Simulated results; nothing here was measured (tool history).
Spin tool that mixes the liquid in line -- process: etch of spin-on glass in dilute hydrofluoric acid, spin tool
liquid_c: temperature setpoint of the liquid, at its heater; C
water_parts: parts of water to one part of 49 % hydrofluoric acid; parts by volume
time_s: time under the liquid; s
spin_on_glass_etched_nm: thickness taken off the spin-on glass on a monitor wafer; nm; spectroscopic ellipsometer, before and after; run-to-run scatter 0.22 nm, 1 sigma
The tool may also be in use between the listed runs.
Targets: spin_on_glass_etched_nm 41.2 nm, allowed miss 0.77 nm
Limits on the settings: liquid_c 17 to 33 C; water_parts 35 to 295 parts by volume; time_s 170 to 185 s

{"run": 1, "hour": 0.0, "liquid_c": 25, "water_parts": 165, "time_s": 170, "spin_on_glass_etched_nm": 34.747}
{"run": 2, "hour": 2.5, "liquid_c": 25, "water_parts": 165, "time_s": 170, "spin_on_glass_etched_nm": 35.08}
{"run": 3, "hour": 3.5, "liquid_c": 25, "water_parts": 165, "time_s": 185, "spin_on_glass_etched_nm": 37.94}
{"run": 4, "hour": 11.6, "liquid_c": 25.5, "water_parts": 165, "time_s": 185, "spin_on_glass_etched_nm": 38.584}
{"run": 5, "hour": 18.6, "liquid_c": 25.5, "water_parts": 165, "time_s": 170, "spin_on_glass_etched_nm": 35.534}
{"run": 6, "hour": 22.0, "liquid_c": 26.5, "water_parts": 165, "time_s": 170, "spin_on_glass_etched_nm": 36.59}
{"run": 7, "hour": 29.7, "liquid_c": 27.5, "water_parts": 165, "time_s": 170, "spin_on_glass_etched_nm": 38.242}
{"run": 8, "hour": 37.9, "liquid_c": 28, "water_parts": 165, "time_s": 170, "spin_on_glass_etched_nm": 39.056}
{"run": 9, "hour": 40.5, "liquid_c": 28.5, "water_parts": 165, "time_s": 170, "spin_on_glass_etched_nm": 39.836}
{"run": 10, "hour": 42.6, "liquid_c": 29, "water_parts": 165, "time_s": 170, "spin_on_glass_etched_nm": 40.092}

Of the 4 settings listed for the next run, only one would bring every result within its allowed miss of target. Which one?
{"run": "A", "hour": 44.7, "liquid_c": 28, "water_parts": 175, "time_s": 180, "spin_on_glass_etched_nm": "?"}
{"run": "B", "hour": 44.7, "liquid_c": 27.5, "water_parts": 175, "time_s": 185, "spin_on_glass_etched_nm": "?"}
{"run": "C", "hour": 44.7, "liquid_c": 28, "water_parts": 170, "time_s": 180, "spin_on_glass_etched_nm": "?"}
{"run": "D", "hour": 44.7, "liquid_c": 33, "water_parts": 185, "time_s": 175, "spin_on_glass_etched_nm": "?"}

move=A spin_on_glass_etched_nm=38.603
move=B spin_on_glass_etched_nm=38.965
move=C spin_on_glass_etched_nm=39.98
move=D spin_on_glass_etched_nm=41.737
A: misses by more than the last run did
B: misses by more than the last run did
C: misses by more than the last run did
D: every result lands within tolerance
D is the move that brings every result within its allowed miss.
